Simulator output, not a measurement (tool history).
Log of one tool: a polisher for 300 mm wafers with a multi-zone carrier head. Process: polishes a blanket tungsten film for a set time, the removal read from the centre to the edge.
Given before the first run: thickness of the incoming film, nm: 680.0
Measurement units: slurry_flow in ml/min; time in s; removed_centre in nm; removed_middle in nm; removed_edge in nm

{"run": 1, "hour": 0.0, "slurry_flow": 135, "centre_zone": 1.0, "middle_zone": 1.0, "edge_zone": 1.0, "slurry_solids": 1.0, "time": 67, "removed_centre": 200.27, "removed_middle": 194.62, "removed_edge": 194.2}
{"run": 2, "hour": 1.5, "slurry_flow": 135, "centre_zone": 1.07, "middle_zone": 1.0, "edge_zone": 1.0, "slurry_solids": 1.0, "time": 67, "removed_centre": 212.68, "removed_middle": 194.11, "removed_edge": 191.73}
{"run": 3, "hour": 2.3, "slurry_flow": 135, "centre_zone": 1.07, "middle_zone": 1.0, "edge_zone": 1.0, "slurry_solids": 1.0, "time": 82, "removed_centre": 263.32, "removed_middle": 238.46, "removed_edge": 239.83}
{"run": 4, "hour": 5.2, "slurry_flow": 135, "centre_zone": 1.07, "middle_zone": 1.06, "edge_zone": 1.0, "slurry_solids": 1.0, "time": 82, "removed_centre": 257.99, "removed_middle": 248.53, "removed_edge": 240.51}
{"run": 5, "hour": 10.6, "slurry_flow": 125, "centre_zone": 1.07, "middle_zone": 1.06, "edge_zone": 1.0, "slurry_solids": 1.0, "time": 82, "removed_centre": 254.7, "removed_middle": 246.07, "removed_edge": 238.07}
{"run": 6, "hour": 15.0, "slurry_flow": 130, "centre_zone": 1.07, "middle_zone": 1.07, "edge_zone": 1.01, "slurry_solids": 1.0, "time": 82, "removed_centre": 258.67, "removed_middle": 253.45, "removed_edge": 239.85}
{"run": 7, "hour": 22.4, "slurry_flow": 165, "centre_zone": 1.08, "middle_zone": 1.08, "edge_zone": 1.11, "slurry_solids": 1.15, "time": 82, "removed_centre": 284.8, "removed_middle": 276.71, "removed_edge": 267.78}
{"hour": 29.2, "done": "worn pad replaced by a new one"}
{"run": 8, "hour": 29.2, "slurry_flow": 170, "centre_zone": 1.08, "middle_zone": 1.08, "edge_zone": 1.11, "slurry_solids": 1.15, "time": 82, "removed_centre": 305.51, "removed_middle": 296.91, "removed_edge": 289.78}

The next listed run, before its measurement:
{"run": 9, "hour": 34.5, "slurry_flow": 170, "centre_zone": 1.08, "middle_zone": 1.08, "edge_zone": 1.1, "slurry_solids": 1.15, "time": 82, "removed_centre": "?", "removed_middle": "?", "removed_edge": "?"}

removed_centre: 312.60 nm
removed_middle: 297.24 nm
removed_edge: 291.35 nm
